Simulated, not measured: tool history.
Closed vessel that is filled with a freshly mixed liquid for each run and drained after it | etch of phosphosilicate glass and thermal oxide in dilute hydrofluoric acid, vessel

run,hour,temperature setpoint of the liquid (C),parts of water to one part of 49 % hydrofluoric acid (parts by volume),time in the liquid (s),thickness taken off the phosphosilicate glass on a monitor wafer (angstrom),thickness taken off the thermal oxide on a monitor wafer (angstrom)
1,0,24,100,60,1126.7,25.556
2,5.2,25,95,60,1242.9,27.715
3,13.9,21.5,95,60,1063.5,23.793
4,22.8,23,95,60,1149.8,25.449
5,30.4,24,90,60,1272.6,27.976
6,32.7,24,90,75,1590.3,35.485
7,38.6,25,90,75,1647.8,37.499
8,40.9,25.5,90,75,1683.8,36.449
9,44.9,26,90,75,1714.8,37.616

Predict the results of run 10:
10,52.4,26.5,90,75,?,?

Run 10 yielded thickness taken off the phosphosilicate glass on a monitor wafer (angstrom) 1737.5, thickness taken off the thermal oxide on a monitor wafer (angstrom) 38.384.
